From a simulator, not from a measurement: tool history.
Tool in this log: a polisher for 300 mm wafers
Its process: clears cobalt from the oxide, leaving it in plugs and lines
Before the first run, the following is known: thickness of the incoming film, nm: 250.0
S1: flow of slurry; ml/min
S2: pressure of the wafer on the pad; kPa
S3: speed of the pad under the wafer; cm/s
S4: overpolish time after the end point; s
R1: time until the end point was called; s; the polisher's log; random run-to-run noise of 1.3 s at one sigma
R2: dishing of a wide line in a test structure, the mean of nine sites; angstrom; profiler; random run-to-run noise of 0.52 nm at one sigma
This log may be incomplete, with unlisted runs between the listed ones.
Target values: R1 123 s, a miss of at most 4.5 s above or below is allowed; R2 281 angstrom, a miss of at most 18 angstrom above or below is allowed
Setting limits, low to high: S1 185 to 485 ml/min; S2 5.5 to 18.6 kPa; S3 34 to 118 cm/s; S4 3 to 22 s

run	hour	S1	S2	S3	S4	R1	R2
1	0	310	11.7	76	11	80.998	290.36
2	0.9	280	11.7	76	11	81.91	302.13
3	3	275	11	76	12	86.455	297.98
4	6.3	275	11	76	15	85.228	352.23
5	12	275	10.3	76	15	86.962	337.46
6	16.6	270	9.7	76	16	92.591	348.26
7	19.4	270	9	76	16	95.212	337.8
8	22.2	270	9	76	16	96.013	341.23
9	31.1	270	9	76	16	96.779	327.77
10	37.1	270	9	76	16	96.43	323.7
11	44.1	270	8.3	76	16	101.1	334.73
12	53	270	5.5	74	14	126.52	246.5
13	55.5	270	5.5	74	15	124.04	258.62

5 candidate next runs follow, results not yet known. Just one meets every target within its allowed miss. Identify it.
A	58	190	7.6	68	16	?	?
B	58	255	6.9	72	13	?	?
C	58	290	5.5	80	12	?	?
D	58	220	5.5	78	11	?	?
E	58	320	8.3	60	12	?	?

move	R1	R2
A	123.12	280.26
B	117.32	247.01
C	116.21	233.26
D	123.18	206.78
E	124.03	221.17
A: meets every target
B: misses by more than the last run did
C: misses by more than the last run did
D: misses by more than the last run did
E: misses by more than the last run did
Go with A: it meets all targets.
